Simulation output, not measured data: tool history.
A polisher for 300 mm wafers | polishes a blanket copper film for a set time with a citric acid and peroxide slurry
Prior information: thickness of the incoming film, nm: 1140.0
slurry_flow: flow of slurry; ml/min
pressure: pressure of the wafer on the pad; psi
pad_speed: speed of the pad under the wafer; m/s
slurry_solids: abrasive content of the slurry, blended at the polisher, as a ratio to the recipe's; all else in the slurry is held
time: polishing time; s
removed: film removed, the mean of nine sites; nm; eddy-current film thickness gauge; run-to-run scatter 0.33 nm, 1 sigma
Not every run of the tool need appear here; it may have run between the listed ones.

run 1 hour=0 | slurry_flow=240 pressure=3.7 pad_speed=0.96 slurry_solids=1 time=30 | removed=77.089
run 2 hour=3.1 | slurry_flow=240 pressure=3 pad_speed=0.9 slurry_solids=1 time=30 | removed=58.795
run 3 hour=11.8 | slurry_flow=240 pressure=2.6 pad_speed=0.88 slurry_solids=1 time=30 | removed=51.27
run 4 hour=16.4 | slurry_flow=205 pressure=2.6 pad_speed=0.88 slurry_solids=1 time=30 | removed=50.081
run 5 hour=18 | slurry_flow=235 pressure=2.6 pad_speed=0.88 slurry_solids=1 time=30 | removed=50.099
run 6 hour=26.6 | slurry_flow=235 pressure=2.6 pad_speed=0.88 slurry_solids=0.85 time=30 | removed=47.981
run 7 hour=30.4 | slurry_flow=235 pressure=2.4 pad_speed=0.88 slurry_solids=0.85 time=30 | removed=45.935
run 8 hour=32.6 | slurry_flow=225 pressure=1.7 pad_speed=0.88 slurry_solids=0.85 time=30 | removed=32.384
run 9 hour=33.5 | slurry_flow=235 pressure=1.8 pad_speed=0.88 slurry_solids=0.85 time=30 | removed=34.112
run 10 hour=40.4 | slurry_flow=235 pressure=1.9 pad_speed=0.88 slurry_solids=0.85 time=30 | removed=36.415
run 11 hour=47.8 | slurry_flow=240 pressure=1.9 pad_speed=0.88 slurry_solids=0.85 time=30 | removed=36.346
run 12 hour=51.1 | slurry_flow=245 pressure=1.9 pad_speed=0.88 slurry_solids=0.85 time=30 | removed=36.52

Run 13 is up next; what results do you expect?
run 13 hour=55.3 | slurry_flow=250 pressure=1.9 pad_speed=0.88 slurry_solids=0.85 time=30 | removed=?

Run 13 yielded removed 36.761 nm.

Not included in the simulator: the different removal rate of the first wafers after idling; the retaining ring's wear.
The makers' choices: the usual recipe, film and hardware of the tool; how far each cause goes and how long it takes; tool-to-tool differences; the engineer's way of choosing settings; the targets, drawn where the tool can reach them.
